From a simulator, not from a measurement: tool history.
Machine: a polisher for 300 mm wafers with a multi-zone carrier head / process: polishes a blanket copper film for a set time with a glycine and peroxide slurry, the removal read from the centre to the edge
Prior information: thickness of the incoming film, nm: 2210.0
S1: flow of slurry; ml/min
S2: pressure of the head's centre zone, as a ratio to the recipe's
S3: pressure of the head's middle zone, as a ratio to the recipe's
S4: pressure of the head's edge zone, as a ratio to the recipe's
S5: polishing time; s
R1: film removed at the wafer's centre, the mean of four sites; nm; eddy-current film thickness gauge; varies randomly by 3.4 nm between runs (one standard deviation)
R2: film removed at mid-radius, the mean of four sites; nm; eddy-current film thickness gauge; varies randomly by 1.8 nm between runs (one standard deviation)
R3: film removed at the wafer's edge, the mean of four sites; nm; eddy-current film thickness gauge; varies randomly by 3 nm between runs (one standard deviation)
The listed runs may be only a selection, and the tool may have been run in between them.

| run | day | S1 | S2 | S3 | S4 | S5 | R1 | R2 | R3 |
|---|---|---|---|---|---|---|---|---|---|
| 1 | 0 | 305 | 1 | 1 | 1 | 69 | 451.48 | 450.37 | 473.1 |
| 2 | 0.308 | 305 | 1 | 1 | 1 | 78 | 516.57 | 508.21 | 523.67 |
| 3 | 0.679 | 305 | 1 | 1 | 1 | 67 | 431.65 | 438.45 | 442.95 |
| 4 | 0.767 | 305 | 0.98 | 1 | 0.99 | 64 | 408.66 | 417.44 | 433.36 |
|  | 1.138 | slurry nozzle cleaned |
| 5 | 1.138 | 305 | 0.98 | 1 | 1.03 | 64 | 428.42 | 427.57 | 435.81 |
| 6 | 1.2 | 345 | 0.98 | 1 | 1.03 | 64 | 420.95 | 433.09 | 440.08 |
| 7 | 1.258 | 350 | 0.97 | 1.01 | 1.02 | 60 | 387.09 | 401.2 | 422.57 |
| 8 | 1.583 | 330 | 0.96 | 1.03 | 1.02 | 57 | 363.79 | 394.29 | 393.05 |

Run 9 has not been measured yet. What should we expect?
| 9 | 1.804 | 325 | 0.95 | 1.04 | 1 | 55 | ? | ? | ? |

R1: 348 nm
R2: 379.38 nm
R3: 372.45 nm

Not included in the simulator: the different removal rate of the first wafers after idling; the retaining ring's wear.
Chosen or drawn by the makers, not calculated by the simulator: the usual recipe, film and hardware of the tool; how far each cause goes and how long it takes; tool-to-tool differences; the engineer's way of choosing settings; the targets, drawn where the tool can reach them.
